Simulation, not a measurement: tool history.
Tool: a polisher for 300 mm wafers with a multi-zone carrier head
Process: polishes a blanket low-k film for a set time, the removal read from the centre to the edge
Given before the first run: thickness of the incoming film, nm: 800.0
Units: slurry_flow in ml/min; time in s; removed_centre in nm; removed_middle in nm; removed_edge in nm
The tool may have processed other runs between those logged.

run 1 hour=0 | slurry_flow=265 centre_zone=1 middle_zone=1 edge_zone=1 slurry_solids=1 time=55 | removed_centre=9.7323 removed_middle=10.786 removed_edge=10.733
run 2 hour=3.4 | slurry_flow=265 centre_zone=1 middle_zone=1 edge_zone=0.92 slurry_solids=1 time=55 | removed_centre=9.8032 removed_middle=10.8 removed_edge=10.039
run 3 hour=3.9 | slurry_flow=265 centre_zone=1 middle_zone=0.93 edge_zone=0.92 slurry_solids=1 time=55 | removed_centre=9.5999 removed_middle=10.303 removed_edge=10.259
run 4 hour=8.1 | slurry_flow=265 centre_zone=1 middle_zone=0.93 edge_zone=0.92 slurry_solids=1 time=65 | removed_centre=11.541 removed_middle=12.184 removed_edge=12.011
-- hour=10.9 centre zone pressure recalibrated
run 5 hour=10.9 | slurry_flow=265 centre_zone=1 middle_zone=0.93 edge_zone=0.92 slurry_solids=1 time=72 | removed_centre=14.335 removed_middle=13.635 removed_edge=13.457
run 6 hour=17.5 | slurry_flow=260 centre_zone=1.02 middle_zone=0.92 edge_zone=0.9 slurry_solids=0.9 time=71 | removed_centre=13.461 removed_middle=12.644 removed_edge=12.389
run 7 hour=20.1 | slurry_flow=255 centre_zone=1.02 middle_zone=0.91 edge_zone=0.88 slurry_solids=0.85 time=70 | removed_centre=13.322 removed_middle=12.057 removed_edge=11.609

Forecast run 8:
run 8 hour=27.9 | slurry_flow=250 centre_zone=1 middle_zone=0.9 edge_zone=0.87 slurry_solids=0.8 time=69 | removed_centre=? removed_middle=? removed_edge=?

removed_centre: 12.371 nm
removed_middle: 11.379 nm
removed_edge: 11.371 nm
